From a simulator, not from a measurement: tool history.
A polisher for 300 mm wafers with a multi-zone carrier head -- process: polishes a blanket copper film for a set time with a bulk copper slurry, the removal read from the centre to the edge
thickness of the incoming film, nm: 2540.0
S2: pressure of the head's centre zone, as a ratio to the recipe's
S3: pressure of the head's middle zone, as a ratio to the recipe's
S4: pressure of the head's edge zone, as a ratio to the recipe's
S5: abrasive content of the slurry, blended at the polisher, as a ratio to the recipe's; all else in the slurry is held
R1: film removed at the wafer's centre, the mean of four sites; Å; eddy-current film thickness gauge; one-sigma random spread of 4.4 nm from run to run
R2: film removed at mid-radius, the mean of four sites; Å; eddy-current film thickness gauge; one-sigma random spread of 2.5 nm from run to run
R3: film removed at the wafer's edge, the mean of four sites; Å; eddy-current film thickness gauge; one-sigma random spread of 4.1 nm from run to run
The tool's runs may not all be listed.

Run 1, hour 0: flow of slurry (ml/min) 225, S2 1, S3 1, S4 1, S5 1, polishing time (s) 41. Result: R1 3377.1 Å, R2 3390.5 Å, R3 3465.5 Å.
Run 2, hour 7.9: flow of slurry (ml/min) 225, S2 0.92, S3 1, S4 1, S5 1, polishing time (s) 41. Result: R1 3145.4 Å, R2 3432.5 Å, R3 3380.4 Å.
Run 3, hour 12.3: flow of slurry (ml/min) 240, S2 0.91, S3 1.02, S4 1.02, S5 1, polishing time (s) 41. Result: R1 3159.8 Å, R2 3477.1 Å, R3 3510.8 Å.
Run 4, hour 15.8: flow of slurry (ml/min) 240, S2 0.91, S3 1.02, S4 1.02, S5 1, polishing time (s) 45. Result: R1 3530.9 Å, R2 3826.6 Å, R3 3747.9 Å.
Run 5, hour 19: flow of slurry (ml/min) 235, S2 0.89, S3 1.03, S4 1.02, S5 1, polishing time (s) 45. Result: R1 3334.8 Å, R2 3833.6 Å, R3 3763.3 Å.
Run 6, hour 25.8: flow of slurry (ml/min) 235, S2 0.89, S3 1.03, S4 1.02, S5 0.9, polishing time (s) 45. Result: R1 3186.2 Å, R2 3770.3 Å, R3 3753.6 Å.
Run 7, hour 28.9: flow of slurry (ml/min) 240, S2 0.89, S3 1.04, S4 1, S5 0.9, polishing time (s) 45. Result: R1 3191 Å, R2 3765 Å, R3 3699.5 Å.
Run 8, hour 30.6: flow of slurry (ml/min) 275, S2 0.89, S3 1.11, S4 0.97, S5 0.9, polishing time (s) 45. Result: R1 3301.1 Å, R2 4061.3 Å, R3 3673.5 Å.
Run 9, hour 34.7: flow of slurry (ml/min) 270, S2 0.89, S3 1.11, S4 0.97, S5 0.9, polishing time (s) 45. Result: R1 3309.4 Å, R2 4051.4 Å, R3 3717.5 Å.
Run 10, hour 43.4: flow of slurry (ml/min) 265, S2 0.89, S3 1.11, S4 0.97, S5 0.9, polishing time (s) 45. Result: R1 3294.6 Å, R2 4050.5 Å, R3 3729 Å.

The next listed run, before its measurement:
Run 11, hour 51: flow of slurry (ml/min) 265, S2 0.89, S3 1.11, S4 0.96, S5 0.9, polishing time (s) 45. Result: R1 ?, R2 ?, R3 ?.

Run 11 gave R1 3360.3 Å, R2 4040.6 Å, R3 3678.7 Å.
